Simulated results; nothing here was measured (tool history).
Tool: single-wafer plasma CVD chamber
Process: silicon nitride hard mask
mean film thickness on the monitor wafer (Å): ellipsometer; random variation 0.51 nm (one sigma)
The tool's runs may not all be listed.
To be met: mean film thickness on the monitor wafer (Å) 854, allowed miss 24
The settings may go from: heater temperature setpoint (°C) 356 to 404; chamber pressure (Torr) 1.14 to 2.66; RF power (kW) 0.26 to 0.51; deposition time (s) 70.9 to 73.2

run	day	heater temperature setpoint (°C)	chamber pressure (Torr)	RF power (kW)	deposition time (s)	mean film thickness on the monitor wafer (Å)
1	0	380	1.9	0.385	70.9	1050.5
2	0.062	380	1.9	0.435	70.9	1148.5
3	0.142	380	1.76	0.435	70.9	1139.6
4	0.517	380	1.5	0.435	70.9	1079.1
5	0.792	380	1.41	0.41	70.9	1033.8
6	0.988	380	1.34	0.385	70.9	972.65
7	1.021	380	1.29	0.37	70.9	939.57
8	1.217	380	1.14	0.32	70.9	805.19
9	1.492	380	1.19	0.325	70.9	819.76
10	1.721	380	1.22	0.325	70.9	822.23

4 next moves are on the table. One of them brings every result within its allowed miss. Which?
A	1.95	386	1.2	0.31	70.9	?
B	1.95	376	1.26	0.34	73.2	?
C	1.95	381	1.36	0.35	73.2	?
D	1.95	372	1.14	0.345	71.1	?

move	mean film thickness on the monitor wafer (Å)
A	786.91
B	895.91
C	930.87
D	864.43
A: further off than the last run
B: takes the result that was furthest off past its target
C: takes the result that was furthest off past its target
D: meets every target
The right move is D.

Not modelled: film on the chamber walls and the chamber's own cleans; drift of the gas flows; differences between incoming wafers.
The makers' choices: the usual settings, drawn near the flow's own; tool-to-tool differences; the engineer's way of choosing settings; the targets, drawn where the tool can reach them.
